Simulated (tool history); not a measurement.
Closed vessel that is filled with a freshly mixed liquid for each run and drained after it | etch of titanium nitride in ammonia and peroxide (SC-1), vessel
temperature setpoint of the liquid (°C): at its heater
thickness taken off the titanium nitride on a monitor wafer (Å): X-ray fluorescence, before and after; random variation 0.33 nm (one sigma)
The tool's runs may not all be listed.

run,hour,temperature setpoint of the liquid (°C),parts of water to one part of 30 % peroxide (parts by volume),parts of 29 % ammonia solution to one part of 30 % peroxide (parts by volume),time in the liquid (s),thickness taken off the titanium nitride on a monitor wafer (Å)
1,0.0,54.0,14.0,0.50,175,206.59
2,2.9,56.0,14.0,0.50,175,235.85
3,11.2,56.0,10.5,0.50,175,277.26
4,19.8,56.0,10.5,0.35,175,258.39
5,23.7,56.0,10.5,0.35,175,259.68
6,28.1,57.5,10.5,0.35,175,288.73
7,33.9,58.5,10.5,0.35,175,308.28
8,35.3,59.5,10.5,0.35,175,329.56
9,38.4,60.5,10.5,0.35,175,351.35

Forecast run 10:
10,47.2,61.5,10.5,0.35,175,?

{"run 10": {"thickness taken off the titanium nitride on a monitor wafer (Å)": 370.34}}
